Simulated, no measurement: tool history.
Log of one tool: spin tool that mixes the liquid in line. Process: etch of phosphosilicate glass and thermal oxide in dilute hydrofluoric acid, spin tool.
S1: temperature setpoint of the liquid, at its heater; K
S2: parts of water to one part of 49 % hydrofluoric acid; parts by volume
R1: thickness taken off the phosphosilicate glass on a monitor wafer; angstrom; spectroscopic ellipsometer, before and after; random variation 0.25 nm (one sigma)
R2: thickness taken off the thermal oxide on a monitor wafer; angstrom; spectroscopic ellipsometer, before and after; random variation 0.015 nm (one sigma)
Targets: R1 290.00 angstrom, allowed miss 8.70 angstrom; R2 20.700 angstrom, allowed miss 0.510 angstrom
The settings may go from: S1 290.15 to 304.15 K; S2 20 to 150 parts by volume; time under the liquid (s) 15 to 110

run 1 hour=0.0 | S1=296.15 S2=85 time_under_the_liquid_(s)=55 | R1=431.37 R2=30.923
run 2 hour=5.5 | S1=296.15 S2=95 time_under_the_liquid_(s)=55 | R1=381.08 R2=27.298
run 3 hour=12.8 | S1=295.15 S2=95 time_under_the_liquid_(s)=55 | R1=361.91 R2=25.913
run 4 hour=18.5 | S1=295.15 S2=125 time_under_the_liquid_(s)=55 | R1=261.09 R2=18.903
run 5 hour=22.9 | S1=298.15 S2=125 time_under_the_liquid_(s)=55 | R1=305.90 R2=21.524
run 6 hour=29.4 | S1=298.15 S2=150 time_under_the_liquid_(s)=55 | R1=243.46 R2=17.107
run 7 hour=35.7 | S1=298.65 S2=150 time_under_the_liquid_(s)=55 | R1=245.99 R2=17.567
run 8 hour=43.1 | S1=299.15 S2=150 time_under_the_liquid_(s)=55 | R1=252.27 R2=18.176
run 9 hour=48.7 | S1=299.65 S2=150 time_under_the_liquid_(s)=55 | R1=253.60 R2=18.419

Which of these 4 next moves meets every target?
run A hour=54.3 | S1=295.65 S2=150 time_under_the_liquid_(s)=55 | R1=? R2=?
run B hour=54.3 | S1=296.15 S2=145 time_under_the_liquid_(s)=55 | R1=? R2=?
run C hour=54.3 | S1=299.65 S2=145 time_under_the_liquid_(s)=60 | R1=? R2=?
run D hour=54.3 | S1=300.15 S2=135 time_under_the_liquid_(s)=50 | R1=? R2=?

move=A R1=220.00 R2=15.707
move=B R1=233.34 R2=16.659
move=C R1=290.84 R2=20.764
move=D R1=268.53 R2=19.171
A: further off than the last run
B: further off than the last run
C: meets every target
D: nearer than the last run, and not there yet
Answer: C
